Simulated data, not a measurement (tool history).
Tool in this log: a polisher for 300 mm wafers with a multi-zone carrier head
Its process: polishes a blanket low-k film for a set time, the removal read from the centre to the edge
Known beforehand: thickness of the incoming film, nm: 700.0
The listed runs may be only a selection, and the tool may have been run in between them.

run	hour	flow of slurry (ml/min)	pressure of the head's centre zone	pressure of the head's middle zone	pressure of the head's edge zone	abrasive content of the slurry	polishing time (s)	film removed at the wafer's centre (Å)	film removed at mid-radius (Å)	film removed at the wafer's edge (Å)
1	0	310	1	1	1	1	65	171.17	177.88	173.96
2	3.9	315	0.98	1.02	1.05	1.05	65	172.02	183.11	183.31
3	5.2	315	0.98	1.02	1.05	1.05	50	132.01	143.78	140.82
4	6.9	275	0.98	1.02	1.05	1.05	50	129.57	139.81	138.08
5	12.2	310	0.97	1.05	1.09	1.2	52	144.09	157.28	156.42
6	19.8	310	0.94	1.05	1.09	1.2	52	138.08	160.91	156.29
7	27.7	330	0.94	1.06	1.12	1.3	54	151.04	170.34	167.11

Run 8 is up next; what results do you expect?
8	31.6	310	0.92	1.07	1.13	1.35	57	?	?	?

film removed at the wafer's centre (Å): 154.73
film removed at mid-radius (Å): 181.77
film removed at the wafer's edge (Å): 182.36
